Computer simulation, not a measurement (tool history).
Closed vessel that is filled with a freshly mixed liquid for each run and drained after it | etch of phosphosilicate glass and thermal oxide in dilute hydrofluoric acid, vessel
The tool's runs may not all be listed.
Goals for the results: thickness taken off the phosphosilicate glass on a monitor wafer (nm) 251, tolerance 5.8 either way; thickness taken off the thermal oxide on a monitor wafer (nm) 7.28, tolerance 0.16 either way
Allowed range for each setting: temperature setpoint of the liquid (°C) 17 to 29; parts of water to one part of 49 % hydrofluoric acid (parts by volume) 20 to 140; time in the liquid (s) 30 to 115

run	day	temperature setpoint of the liquid (°C)	parts of water to one part of 49 % hydrofluoric acid (parts by volume)	time in the liquid (s)	thickness taken off the phosphosilicate glass on a monitor wafer (nm)	thickness taken off the thermal oxide on a monitor wafer (nm)
1	0	21	75	60	117.13	3.3944
2	0.188	21	95	60	90.422	2.6412
3	0.367	22	90	60	99.886	2.8729
4	0.558	22	115	60	76.388	2.21
5	0.925	23	105	60	87.699	2.5389
6	1.167	23	105	80	115.73	3.3655
7	1.3	23.5	100	80	126.13	3.6396
8	1.483	23.5	100	80	126.41	3.6285
9	1.8	23.5	100	80	126.13	3.6307
10	2.033	24	95	80	136.39	3.9524
11	2.129	24.5	90	80	147.93	4.2822
12	2.454	25	85	80	159.96	4.6288
13	2.746	25.5	80	80	174.99	5.0805
14	2.821	26	80	80	176.31	5.0795

Pick the move, out of 5, that brings all results within their allowed miss; only one does.
A	2.896	26	70	105	?	?
B	2.896	24.5	55	85	?	?
C	2.896	25.5	80	115	?	?
D	2.896	20	55	90	?	?
E	2.896	27	70	100	?	?

move	thickness taken off the phosphosilicate glass on a monitor wafer (nm)	thickness taken off the thermal oxide on a monitor wafer (nm)
A	268.9	7.9237
B	266.09	7.8409
C	249.28	7.3456
D	233.67	6.8857
E	266.46	7.8518
A: pushes the last run's worst result past its target
B: pushes the last run's worst result past its target
C: in spec on every target
D: closes in on the targets versus the last run, not all within tolerance yet
E: pushes the last run's worst result past its target
The right move is C.

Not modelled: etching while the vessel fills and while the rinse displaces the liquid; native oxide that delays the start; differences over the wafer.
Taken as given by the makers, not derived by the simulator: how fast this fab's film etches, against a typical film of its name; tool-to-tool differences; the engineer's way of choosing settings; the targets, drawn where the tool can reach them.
